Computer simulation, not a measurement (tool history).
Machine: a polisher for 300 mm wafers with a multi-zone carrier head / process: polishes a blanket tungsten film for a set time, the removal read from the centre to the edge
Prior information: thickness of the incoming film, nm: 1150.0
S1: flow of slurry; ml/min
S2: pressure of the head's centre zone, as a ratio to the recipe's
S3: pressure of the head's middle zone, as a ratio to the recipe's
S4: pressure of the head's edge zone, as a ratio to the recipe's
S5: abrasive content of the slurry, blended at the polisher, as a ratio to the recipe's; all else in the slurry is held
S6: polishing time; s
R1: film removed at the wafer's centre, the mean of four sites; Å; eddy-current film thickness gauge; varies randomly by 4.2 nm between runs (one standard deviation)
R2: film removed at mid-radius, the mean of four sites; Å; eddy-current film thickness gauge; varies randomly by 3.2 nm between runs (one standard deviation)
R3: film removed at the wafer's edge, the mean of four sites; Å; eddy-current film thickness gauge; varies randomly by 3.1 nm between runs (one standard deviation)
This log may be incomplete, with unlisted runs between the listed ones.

| run | day | S1 | S2 | S3 | S4 | S5 | S6 | R1 | R2 | R3 |
|---|---|---|---|---|---|---|---|---|---|---|
| 1 | 0.000 | 265 | 1.00 | 1.00 | 1.00 | 1.00 | 36 | 2772.5 | 2811.4 | 2757.0 |
| 2 | 0.288 | 265 | 0.94 | 1.00 | 1.00 | 1.00 | 36 | 2598.5 | 2781.9 | 2741.9 |
| 3 | 0.358 | 265 | 0.94 | 1.00 | 1.02 | 1.05 | 36 | 2638.2 | 2817.6 | 2805.1 |
| 4 | 0.700 | 265 | 0.94 | 0.96 | 1.02 | 1.05 | 36 | 2647.5 | 2683.1 | 2803.9 |
| 5 | 0.904 | 265 | 0.91 | 0.96 | 1.02 | 1.05 | 36 | 2538.8 | 2733.4 | 2821.6 |
| 6 | 1.171 | 265 | 0.91 | 0.96 | 0.99 | 1.05 | 36 | 2582.4 | 2674.8 | 2759.5 |
| 7 | 1.221 | 265 | 0.91 | 0.96 | 1.01 | 1.10 | 36 | 2531.5 | 2777.0 | 2815.1 |
| 8 | 1.554 | 280 | 1.01 | 0.86 | 1.11 | 1.35 | 42 | 3431.1 | 3040.6 | 3557.3 |
| 9 | 1.833 | 285 | 1.00 | 0.87 | 1.12 | 1.35 | 42 | 3392.5 | 3107.0 | 3549.5 |
| 10 | 1.933 | 285 | 0.99 | 0.88 | 1.13 | 1.35 | 42 | 3396.7 | 3137.8 | 3635.8 |
| 11 | 2.225 | 285 | 0.99 | 0.88 | 1.13 | 1.35 | 42 | 3416.3 | 3060.9 | 3588.2 |
| 12 | 2.358 | 285 | 0.97 | 0.90 | 1.13 | 1.35 | 42 | 3314.8 | 3123.3 | 3561.5 |

Estimate the outcome of run 13 from the log above:
| 13 | 2.533 | 285 | 0.96 | 0.91 | 1.13 | 1.35 | 42 | ? | ? | ? |

R1: 3287.9 Å
R2: 3161.4 Å
R3: 3596.3 Å

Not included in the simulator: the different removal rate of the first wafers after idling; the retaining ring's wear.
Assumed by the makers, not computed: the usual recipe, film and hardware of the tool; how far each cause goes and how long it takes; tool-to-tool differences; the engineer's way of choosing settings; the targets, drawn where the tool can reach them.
